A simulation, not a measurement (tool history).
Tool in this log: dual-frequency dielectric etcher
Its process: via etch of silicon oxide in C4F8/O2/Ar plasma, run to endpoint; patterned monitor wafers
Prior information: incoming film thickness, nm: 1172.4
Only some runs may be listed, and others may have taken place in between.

Run 1, day 0: source power (W) 2660, bias power (W) 1741. Result: endpoint time (s) 209.5.
Run 2, day 0.15: source power (W) 2570, bias power (W) 1722. Result: endpoint time (s) 213.04.
Run 3, day 0.45: source power (W) 2500, bias power (W) 1706. Result: endpoint time (s) 216.51.
Run 4, day 0.612: source power (W) 2500, bias power (W) 1865. Result: endpoint time (s) 209.01.
Run 5, day 0.65: source power (W) 2830, bias power (W) 1865. Result: endpoint time (s) 197.15.
Run 6, day 0.708: source power (W) 2710, bias power (W) 1847. Result: endpoint time (s) 204.51.

Estimate the outcome of run 7 from the log above:
Run 7, day 0.792: source power (W) 2610, bias power (W) 1826. Result: endpoint time (s) ?.

{"run 7": {"endpoint time (s)": 209.2}}
